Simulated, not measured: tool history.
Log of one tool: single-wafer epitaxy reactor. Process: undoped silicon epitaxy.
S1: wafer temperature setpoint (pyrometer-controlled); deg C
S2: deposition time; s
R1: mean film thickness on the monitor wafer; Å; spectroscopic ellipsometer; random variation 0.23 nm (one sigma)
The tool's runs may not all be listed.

run    day   S1   S2      R1
  1  0.000  650  166  272.54
  2  0.362  657  166  329.04
  3  0.717  647  166  254.15
  4  1.017  658  166  333.25
  5  1.179  669  166  436.61
  6  1.529  669  177  464.25
  7  1.850  661  176  382.42

What will run 8 give?
  8  2.096  662  176   ?

Logged for run 8: R1 390.09 Å.

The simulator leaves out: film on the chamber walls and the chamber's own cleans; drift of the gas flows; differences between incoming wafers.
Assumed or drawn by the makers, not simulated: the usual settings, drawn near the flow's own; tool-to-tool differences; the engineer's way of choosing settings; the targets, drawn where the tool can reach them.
